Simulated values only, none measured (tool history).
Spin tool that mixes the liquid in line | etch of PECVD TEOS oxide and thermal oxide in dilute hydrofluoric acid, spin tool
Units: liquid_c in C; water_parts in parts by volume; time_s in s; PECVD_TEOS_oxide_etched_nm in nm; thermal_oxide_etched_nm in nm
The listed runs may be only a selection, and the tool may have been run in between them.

run 1 hour=0.0 | liquid_c=26.0 water_parts=160 time_s=40 | PECVD_TEOS_oxide_etched_nm=6.7817 thermal_oxide_etched_nm=1.0075
run 2 hour=2.3 | liquid_c=26.0 water_parts=160 time_s=50 | PECVD_TEOS_oxide_etched_nm=8.5010 thermal_oxide_etched_nm=1.3141
run 3 hour=11.1 | liquid_c=28.0 water_parts=140 time_s=50 | PECVD_TEOS_oxide_etched_nm=10.7290 thermal_oxide_etched_nm=1.6044
run 4 hour=15.6 | liquid_c=30.0 water_parts=140 time_s=50 | PECVD_TEOS_oxide_etched_nm=11.5810 thermal_oxide_etched_nm=1.6518
run 5 hour=16.2 | liquid_c=30.0 water_parts=140 time_s=40 | PECVD_TEOS_oxide_etched_nm=9.2231 thermal_oxide_etched_nm=1.3636
run 6 hour=17.0 | liquid_c=31.0 water_parts=115 time_s=40 | PECVD_TEOS_oxide_etched_nm=12.1050 thermal_oxide_etched_nm=1.8301
run 7 hour=23.1 | liquid_c=32.0 water_parts=105 time_s=40 | PECVD_TEOS_oxide_etched_nm=13.9600 thermal_oxide_etched_nm=2.1862
run 8 hour=26.2 | liquid_c=32.5 water_parts=100 time_s=40 | PECVD_TEOS_oxide_etched_nm=15.0410 thermal_oxide_etched_nm=2.2367

Run 9 is up next; what results do you expect?
run 9 hour=34.4 | liquid_c=33.0 water_parts=95 time_s=40 | PECVD_TEOS_oxide_etched_nm=? thermal_oxide_etched_nm=?

{"run 9": {"PECVD_TEOS_oxide_etched_nm": 16.235, "thermal_oxide_etched_nm": 2.5056}}
